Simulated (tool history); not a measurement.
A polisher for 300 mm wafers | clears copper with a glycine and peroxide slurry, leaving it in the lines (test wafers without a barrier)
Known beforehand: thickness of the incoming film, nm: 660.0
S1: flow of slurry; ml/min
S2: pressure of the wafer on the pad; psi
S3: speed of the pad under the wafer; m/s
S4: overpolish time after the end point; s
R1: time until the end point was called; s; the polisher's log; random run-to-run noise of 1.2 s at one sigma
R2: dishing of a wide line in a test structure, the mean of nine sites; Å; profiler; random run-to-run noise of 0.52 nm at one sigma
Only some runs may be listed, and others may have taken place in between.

run	day	S1	S2	S3	S4	R1	R2
1	0.000	250	2.4	1.22	14	113.10	353.65
2	0.312	245	2.2	1.22	16	121.23	361.31
3	0.646	245	2.2	1.22	13	120.91	320.21
4	0.925	245	2.2	1.22	17	121.27	367.24
5	1.262	245	2.2	0.96	17	148.11	333.73
6	1.400	245	2.4	0.96	17	139.11	350.27
7	1.579	240	2.3	0.96	19	143.74	375.12
8	1.683	235	2.3	0.96	20	145.36	391.49
9	1.792	225	2.3	0.96	20	145.06	377.79
10	2.142	225	2.3	0.96	21	143.81	385.32
11	2.429	230	2.3	0.96	22	143.00	399.11
12	2.521	230	2.3	0.96	22	141.88	393.20
13	2.750	220	2.3	0.96	23	144.60	403.13
14	2.921	215	2.3	0.96	24	145.39	413.83
15	2.971	205	2.3	0.96	24	145.54	402.50

Predict the results of run 16:
16	3.167	200	2.3	0.96	24	?	?

{"run 16": {"R1": 146.5, "R2": 414.48}}

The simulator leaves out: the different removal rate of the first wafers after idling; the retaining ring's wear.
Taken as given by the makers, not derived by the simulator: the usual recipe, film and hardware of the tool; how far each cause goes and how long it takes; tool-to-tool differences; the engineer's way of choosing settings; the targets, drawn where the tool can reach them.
